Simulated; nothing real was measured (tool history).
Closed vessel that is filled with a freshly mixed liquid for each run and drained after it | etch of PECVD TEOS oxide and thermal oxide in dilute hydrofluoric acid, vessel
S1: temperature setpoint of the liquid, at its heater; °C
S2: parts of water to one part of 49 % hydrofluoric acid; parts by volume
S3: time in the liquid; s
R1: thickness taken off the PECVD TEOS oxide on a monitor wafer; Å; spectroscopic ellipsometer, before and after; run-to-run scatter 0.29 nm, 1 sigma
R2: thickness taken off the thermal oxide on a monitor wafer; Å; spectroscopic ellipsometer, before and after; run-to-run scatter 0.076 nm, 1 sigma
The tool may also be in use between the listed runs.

Run 1, hour 0.0: S1 25.0 °C, S2 255 parts by volume, S3 750 s. Result: R1 390.43 Å, R2 112.92 Å.
Run 2, hour 5.6: S1 25.0 °C, S2 255 parts by volume, S3 1000 s. Result: R1 530.80 Å, R2 147.20 Å.
Run 3, hour 11.5: S1 22.5 °C, S2 275 parts by volume, S3 1000 s. Result: R1 434.55 Å, R2 122.78 Å.
Run 4, hour 15.7: S1 21.0 °C, S2 290 parts by volume, S3 1005 s. Result: R1 394.33 Å, R2 109.92 Å.
Run 5, hour 20.2: S1 20.0 °C, S2 300 parts by volume, S3 1005 s. Result: R1 355.82 Å, R2 100.83 Å.
Run 6, hour 29.8: S1 22.5 °C, S2 300 parts by volume, S3 1005 s. Result: R1 396.02 Å, R2 111.60 Å.

Predict the results of run 7:
Run 7, hour 32.1: S1 21.0 °C, S2 305 parts by volume, S3 1005 s. Result: R1 ?, R2 ?.

{"run 7": {"R1": 373.45, "R2": 101.67}}

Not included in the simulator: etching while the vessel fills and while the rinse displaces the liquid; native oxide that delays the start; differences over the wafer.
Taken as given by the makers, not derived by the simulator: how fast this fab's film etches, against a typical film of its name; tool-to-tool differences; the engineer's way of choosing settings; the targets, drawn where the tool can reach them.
